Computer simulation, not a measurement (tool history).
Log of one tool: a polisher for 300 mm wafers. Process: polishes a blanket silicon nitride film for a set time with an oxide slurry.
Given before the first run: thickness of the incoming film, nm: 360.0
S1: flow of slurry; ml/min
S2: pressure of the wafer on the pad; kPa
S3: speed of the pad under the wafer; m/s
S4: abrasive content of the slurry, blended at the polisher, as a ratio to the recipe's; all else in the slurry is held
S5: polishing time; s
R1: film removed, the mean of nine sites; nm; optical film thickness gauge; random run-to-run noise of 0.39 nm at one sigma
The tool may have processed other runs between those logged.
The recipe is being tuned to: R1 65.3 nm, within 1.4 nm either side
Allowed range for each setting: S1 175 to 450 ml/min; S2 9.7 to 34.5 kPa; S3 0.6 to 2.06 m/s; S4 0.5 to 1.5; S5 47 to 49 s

run	hour	S1	S2	S3	S4	S5	R1
1	0	290	22.1	1.32	1	47	37.312
2	2.9	295	23.4	1.32	1	47	39.664
3	10.7	295	18.6	1.32	1	47	31.933
4	13.9	300	20.7	1.32	1	47	34.818
5	16.8	300	15.9	1.32	1	47	27.072
6	20.9	275	15.9	1.32	1	47	27.281
7	22.3	275	17.9	1.32	1	47	30.718
8	25	270	20	1.32	1	47	33.939
9	30.2	270	22.1	1.32	1	47	37.184
10	33.9	270	23.4	1.32	1	47	39.387
11	39.7	270	23.4	1.32	1	47	39.278
12	44.7	300	29.6	1.34	1	47	50.59
13	52.1	300	30.3	1.36	1	47	52.17
14	60.1	300	31	1.38	1	47	53.934
15	67.8	300	31.7	1.4	1	47	55.814
16	76.7	300	32.4	1.42	1	47	58.447
17	81.2	300	33.8	1.46	1	47	61.183
18	87.3	305	33.8	1.48	1	47	62.144

Exactly one of the 4 candidate moves below puts every result within its allowed miss. Which one?
A	93.4	335	31	1.68	1	48	?
B	93.4	345	33.8	1.14	1.15	47	?
C	93.4	365	33.1	1.6	1.05	48	?
D	93.4	285	34.5	1.6	1.05	48	?

move	R1
A	64.267
B	55.742
C	68.475
D	69.677
A: all results land within tolerance of their targets
B: its largest miss is bigger than the last run's
C: takes the biggest miss from the last run beyond its target
D: takes the biggest miss from the last run beyond its target
Correct choice: A, which meets every target
